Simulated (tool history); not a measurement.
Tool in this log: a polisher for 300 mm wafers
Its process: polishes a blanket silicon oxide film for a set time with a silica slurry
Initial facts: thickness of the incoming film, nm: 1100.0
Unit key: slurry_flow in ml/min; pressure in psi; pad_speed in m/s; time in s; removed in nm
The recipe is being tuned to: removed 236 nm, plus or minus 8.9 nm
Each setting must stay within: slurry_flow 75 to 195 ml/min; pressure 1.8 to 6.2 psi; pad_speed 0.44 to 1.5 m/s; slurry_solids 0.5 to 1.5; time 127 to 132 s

run,hour,slurry_flow,pressure,pad_speed,slurry_solids,time,removed
1,0,125,4,0.96,1,127,310.97
2,6,125,3.9,0.96,1,127,302.8
3,13.2,125,3.8,0.96,1,127,297.67
4,18,125,3.8,0.96,1,132,309.13
5,26.6,135,3.8,0.96,1,132,311.02
6,30.7,135,3.8,0.96,1,132,310.23
7,37.4,135,3.7,0.96,1,132,299.47
8,43.1,135,3.6,0.96,1,132,297.23
9,50.2,135,3.5,0.96,1,132,286.92
10,53,110,2.8,0.96,1,132,219.63

4 candidate next runs follow, results not yet known. Just one meets every target within its allowed miss. Identify it.
A,55.8,115,2.9,0.86,1,127,?
B,55.8,95,3.1,0.9,1.15,131,?
C,55.8,95,2.8,0.94,0.9,127,?
D,55.8,110,2.8,1.04,0.8,130,?

move,removed
A,211.76
B,240.32
C,194.09
D,206.89
A: its largest miss is bigger than the last run's
B: every result within its allowed miss
C: its largest miss is bigger than the last run's
D: its largest miss is bigger than the last run's
Move B is the one to make.
